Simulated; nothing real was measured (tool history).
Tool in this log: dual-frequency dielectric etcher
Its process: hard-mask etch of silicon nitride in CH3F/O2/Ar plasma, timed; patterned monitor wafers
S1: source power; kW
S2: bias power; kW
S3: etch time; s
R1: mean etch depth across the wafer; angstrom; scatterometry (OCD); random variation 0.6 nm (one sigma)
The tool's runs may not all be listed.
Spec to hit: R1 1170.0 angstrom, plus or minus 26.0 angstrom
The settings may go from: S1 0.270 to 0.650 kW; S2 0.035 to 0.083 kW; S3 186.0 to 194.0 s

{"run": 1, "hour": 0.0, "S1": 0.46, "S2": 0.059, "S3": 186.0, "R1": 1356.2}
{"run": 2, "hour": 8.9, "S1": 0.49, "S2": 0.059, "S3": 186.0, "R1": 1380.0}
{"run": 3, "hour": 12.8, "S1": 0.49, "S2": 0.059, "S3": 186.0, "R1": 1381.3}
{"run": 4, "hour": 13.7, "S1": 0.49, "S2": 0.059, "S3": 186.0, "R1": 1383.7}
{"run": 5, "hour": 16.6, "S1": 0.43, "S2": 0.057, "S3": 186.0, "R1": 1309.8}
{"run": 6, "hour": 18.5, "S1": 0.48, "S2": 0.057, "S3": 186.0, "R1": 1357.4}
{"run": 7, "hour": 21.3, "S1": 0.43, "S2": 0.055, "S3": 186.0, "R1": 1288.5}
{"run": 8, "hour": 22.6, "S1": 0.4, "S2": 0.054, "S3": 186.0, "R1": 1257.8}

Which of these 4 next moves meets every target?
{"run": "A", "hour": 23.9, "S1": 0.45, "S2": 0.054, "S3": 190.0, "R1": "?"}
{"run": "B", "hour": 23.9, "S1": 0.43, "S2": 0.035, "S3": 186.0, "R1": "?"}
{"run": "C", "hour": 23.9, "S1": 0.47, "S2": 0.054, "S3": 186.5, "R1": "?"}
{"run": "D", "hour": 23.9, "S1": 0.38, "S2": 0.067, "S3": 191.5, "R1": "?"}

move=A R1=1330.3
move=B R1=1158.5
move=C R1=1327.8
move=D R1=1331.6
A: its largest miss is bigger than the last run's
B: in spec on every target
C: its largest miss is bigger than the last run's
D: its largest miss is bigger than the last run's
Answer: B
